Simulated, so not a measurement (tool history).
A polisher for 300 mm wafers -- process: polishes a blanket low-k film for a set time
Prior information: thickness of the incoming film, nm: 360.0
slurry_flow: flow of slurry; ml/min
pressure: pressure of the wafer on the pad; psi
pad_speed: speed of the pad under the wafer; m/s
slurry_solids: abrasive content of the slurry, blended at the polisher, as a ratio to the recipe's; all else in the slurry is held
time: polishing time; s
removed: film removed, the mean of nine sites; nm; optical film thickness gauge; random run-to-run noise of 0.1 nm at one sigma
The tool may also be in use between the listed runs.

Run 1, hour 0.0: slurry_flow 200 ml/min, pressure 2.2 psi, pad_speed 0.76 m/s, slurry_solids 1.00, time 31 s. Result: removed 9.4356 nm.
Run 2, hour 6.2: slurry_flow 200 ml/min, pressure 2.2 psi, pad_speed 0.76 m/s, slurry_solids 1.15, time 31 s. Result: removed 10.1550 nm.
Run 3, hour 9.8: slurry_flow 160 ml/min, pressure 2.2 psi, pad_speed 0.76 m/s, slurry_solids 1.15, time 31 s. Result: removed 9.6402 nm.
Run 4, hour 16.7: slurry_flow 160 ml/min, pressure 2.2 psi, pad_speed 0.84 m/s, slurry_solids 1.15, time 31 s. Result: removed 10.3830 nm.
Run 5, hour 25.4: slurry_flow 195 ml/min, pressure 2.2 psi, pad_speed 0.84 m/s, slurry_solids 1.15, time 31 s. Result: removed 10.9800 nm.
Run 6, hour 34.2: slurry_flow 205 ml/min, pressure 2.2 psi, pad_speed 0.84 m/s, slurry_solids 1.15, time 31 s. Result: removed 10.9550 nm.
Run 7, hour 34.9: slurry_flow 215 ml/min, pressure 2.2 psi, pad_speed 0.84 m/s, slurry_solids 1.15, time 31 s. Result: removed 11.0030 nm.

Run 8 has not been measured yet. What should we expect?
Run 8, hour 40.9: slurry_flow 225 ml/min, pressure 2.2 psi, pad_speed 0.84 m/s, slurry_solids 1.15, time 31 s. Result: removed ?.

removed: 11.0790 nm
